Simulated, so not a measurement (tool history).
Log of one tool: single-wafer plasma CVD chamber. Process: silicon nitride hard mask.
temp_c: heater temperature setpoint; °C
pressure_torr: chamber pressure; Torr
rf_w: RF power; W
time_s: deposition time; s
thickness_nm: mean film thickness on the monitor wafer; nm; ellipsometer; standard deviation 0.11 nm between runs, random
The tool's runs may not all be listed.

Run 1, day 0.000: temp_c 395 °C, pressure_torr 1.50 Torr, rf_w 305 W, time_s 18.2 s. Result: thickness_nm 21.914 nm.
Run 2, day 0.071: temp_c 395 °C, pressure_torr 1.31 Torr, rf_w 305 W, time_s 18.2 s. Result: thickness_nm 21.270 nm.
Run 3, day 0.262: temp_c 395 °C, pressure_torr 1.39 Torr, rf_w 310 W, time_s 18.2 s. Result: thickness_nm 21.853 nm.
Run 4, day 0.633: temp_c 395 °C, pressure_torr 1.47 Torr, rf_w 315 W, time_s 18.2 s. Result: thickness_nm 22.126 nm.
Run 5, day 0.808: temp_c 395 °C, pressure_torr 1.53 Torr, rf_w 320 W, time_s 18.2 s. Result: thickness_nm 22.455 nm.
Run 6, day 0.929: temp_c 395 °C, pressure_torr 1.53 Torr, rf_w 285 W, time_s 18.2 s. Result: thickness_nm 21.455 nm.
Run 7, day 1.212: temp_c 395 °C, pressure_torr 1.60 Torr, rf_w 290 W, time_s 18.2 s. Result: thickness_nm 21.747 nm.
Run 8, day 1.354: temp_c 395 °C, pressure_torr 1.66 Torr, rf_w 295 W, time_s 18.2 s. Result: thickness_nm 22.083 nm.
Run 9, day 1.633: temp_c 395 °C, pressure_torr 1.71 Torr, rf_w 300 W, time_s 18.2 s. Result: thickness_nm 22.640 nm.
Run 10, day 1.688: temp_c 395 °C, pressure_torr 1.76 Torr, rf_w 305 W, time_s 18.2 s. Result: thickness_nm 22.924 nm.
Run 11, day 1.962: temp_c 395 °C, pressure_torr 1.80 Torr, rf_w 310 W, time_s 18.2 s. Result: thickness_nm 23.216 nm.
Run 12, day 2.338: temp_c 395 °C, pressure_torr 1.83 Torr, rf_w 315 W, time_s 18.2 s. Result: thickness_nm 23.354 nm.
Run 13, day 2.383: temp_c 395 °C, pressure_torr 1.83 Torr, rf_w 315 W, time_s 18.2 s. Result: thickness_nm 23.467 nm.
Run 14, day 2.442: temp_c 395 °C, pressure_torr 1.86 Torr, rf_w 320 W, time_s 18.2 s. Result: thickness_nm 23.542 nm.
Run 15, day 2.783: temp_c 395 °C, pressure_torr 1.89 Torr, rf_w 325 W, time_s 18.2 s. Result: thickness_nm 23.886 nm.

Forecast run 16:
Run 16, day 3.108: temp_c 395 °C, pressure_torr 1.91 Torr, rf_w 330 W, time_s 18.2 s. Result: thickness_nm ?.

Run 16 came out at thickness_nm 24.210 nm.
